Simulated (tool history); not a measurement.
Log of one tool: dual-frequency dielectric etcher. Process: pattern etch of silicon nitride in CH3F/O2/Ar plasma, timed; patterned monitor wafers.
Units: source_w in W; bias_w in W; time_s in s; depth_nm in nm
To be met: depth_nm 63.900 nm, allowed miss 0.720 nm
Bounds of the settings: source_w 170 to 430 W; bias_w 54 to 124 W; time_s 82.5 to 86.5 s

Run 1, hour 0.0: source_w 300 W, bias_w 89 W, time_s 82.5 s. Result: depth_nm 59.334 nm.
Run 2, hour 0.9: source_w 300 W, bias_w 81 W, time_s 82.5 s. Result: depth_nm 57.773 nm.
Run 3, hour 1.7: source_w 300 W, bias_w 73 W, time_s 82.5 s. Result: depth_nm 56.657 nm.
Run 4, hour 2.4: source_w 260 W, bias_w 73 W, time_s 82.5 s. Result: depth_nm 53.175 nm.
Run 5, hour 6.4: source_w 290 W, bias_w 74 W, time_s 82.5 s. Result: depth_nm 55.912 nm.
Run 6, hour 11.0: source_w 310 W, bias_w 74 W, time_s 82.5 s. Result: depth_nm 57.337 nm.
Run 7, hour 15.1: source_w 330 W, bias_w 74 W, time_s 82.5 s. Result: depth_nm 58.538 nm.
Run 8, hour 23.6: source_w 350 W, bias_w 74 W, time_s 82.5 s. Result: depth_nm 60.431 nm.
Run 9, hour 32.2: source_w 360 W, bias_w 74 W, time_s 82.5 s. Result: depth_nm 61.211 nm.

4 next moves are on the table. One of them brings every result within its allowed miss. Which?
Run A, hour 40.8: source_w 380 W, bias_w 67 W, time_s 86.5 s. Result: depth_nm ?.
Run B, hour 40.8: source_w 360 W, bias_w 73 W, time_s 84.5 s. Result: depth_nm ?.
Run C, hour 40.8: source_w 390 W, bias_w 71 W, time_s 86.0 s. Result: depth_nm ?.
Run D, hour 40.8: source_w 340 W, bias_w 75 W, time_s 85.0 s. Result: depth_nm ?.

move  depth_nm
   A    64.124
   B    62.418
   C    65.211
   D    61.725
A: meets every target
B: nearer than the last run, and not there yet
C: takes the result that was furthest off past its target
D: nearer than the last run, and not there yet
The right move is A.

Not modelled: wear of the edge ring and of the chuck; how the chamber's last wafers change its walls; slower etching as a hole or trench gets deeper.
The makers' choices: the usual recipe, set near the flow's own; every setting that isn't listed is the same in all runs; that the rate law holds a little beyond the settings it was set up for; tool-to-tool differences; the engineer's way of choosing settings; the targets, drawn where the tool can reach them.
